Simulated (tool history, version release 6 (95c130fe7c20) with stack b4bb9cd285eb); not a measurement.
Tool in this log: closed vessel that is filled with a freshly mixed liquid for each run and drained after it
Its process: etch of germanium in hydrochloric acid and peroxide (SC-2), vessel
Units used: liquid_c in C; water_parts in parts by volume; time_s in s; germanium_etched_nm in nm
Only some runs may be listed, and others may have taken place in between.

Run 1, hour 0.0: liquid_c 63.0 C, water_parts 10.0 parts by volume, time_s 30 s. Result: germanium_etched_nm 163.43 nm.
Run 2, hour 4.7: liquid_c 58.5 C, water_parts 10.0 parts by volume, time_s 30 s. Result: germanium_etched_nm 143.44 nm.
Run 3, hour 9.4: liquid_c 58.5 C, water_parts 13.5 parts by volume, time_s 30 s. Result: germanium_etched_nm 139.17 nm.
Run 4, hour 11.9: liquid_c 58.5 C, water_parts 13.5 parts by volume, time_s 30 s. Result: germanium_etched_nm 135.88 nm.
Run 5, hour 14.9: liquid_c 62.5 C, water_parts 12.0 parts by volume, time_s 30 s. Result: germanium_etched_nm 156.66 nm.
Run 6, hour 17.6: liquid_c 65.5 C, water_parts 11.0 parts by volume, time_s 30 s. Result: germanium_etched_nm 171.38 nm.
Run 7, hour 18.2: liquid_c 67.5 C, water_parts 10.0 parts by volume, time_s 30 s. Result: germanium_etched_nm 182.57 nm.
Run 8, hour 19.2: liquid_c 69.0 C, water_parts 9.0 parts by volume, time_s 30 s. Result: germanium_etched_nm 195.72 nm.
Run 9, hour 25.5: liquid_c 70.0 C, water_parts 9.0 parts by volume, time_s 30 s. Result: germanium_etched_nm 198.56 nm.
Run 10, hour 30.9: liquid_c 70.5 C, water_parts 8.5 parts by volume, time_s 30 s. Result: germanium_etched_nm 206.25 nm.

Predict the results of run 11:
Run 11, hour 35.9: liquid_c 71.0 C, water_parts 8.5 parts by volume, time_s 30 s. Result: germanium_etched_nm ?.

{"run 11": {"germanium_etched_nm": 209.13}}

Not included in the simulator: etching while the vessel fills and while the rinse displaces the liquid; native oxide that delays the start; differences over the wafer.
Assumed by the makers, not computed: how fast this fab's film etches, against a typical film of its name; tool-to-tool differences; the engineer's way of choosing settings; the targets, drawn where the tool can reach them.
